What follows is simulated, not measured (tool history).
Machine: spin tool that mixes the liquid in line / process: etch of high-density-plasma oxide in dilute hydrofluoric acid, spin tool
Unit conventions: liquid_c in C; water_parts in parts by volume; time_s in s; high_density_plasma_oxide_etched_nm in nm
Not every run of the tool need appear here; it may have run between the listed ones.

run    day  liquid_c  water_parts  time_s  high_density_plasma_oxide_etched_nm
  1  0.000      20.0          115     315                               18.573
  2  0.100      22.5          115     315                               20.420
  3  0.388      23.0          100     320                               24.948
  4  0.450      23.5           90     320                               28.851
  5  0.788      23.5           65     320                               41.358
  6  1.092      24.0           60     320                               45.475
  7  1.254      28.0           25     320                              135.340
  8  1.579      27.5           25     320                              131.540
  9  1.946      27.0           25     320                              130.260
 10  2.075      27.0           25     320                              129.460
 11  2.358      26.5           25     320                              126.900
 12  2.604      25.5           25     320                              122.760
 13  2.746      24.5           25     320                              116.080
 14  2.958      23.5           25     320                              112.010
 15  3.033      22.5           25     320                              106.930
 16  3.133      22.0           25     320                              105.820
 17  3.471      21.5           25     320                              102.790
 18  3.675      21.5           25     320                              103.760
 19  3.846      21.0           25     320                              100.600
 20  4.067      17.0           45     320                               45.894
 21  4.321      18.0           45     320                               48.043
 22  4.362      18.5           45     320                               49.557
 23  4.554      19.0           45     320                               50.366
 24  4.662      19.5           45     320                               50.915
 25  4.817      19.5           45     320                               51.354

For run 26, what comes out?
 26  5.008      23.5           40     320                                    ?

{"run 26": {"high_density_plasma_oxide_etched_nm": 68.97}}
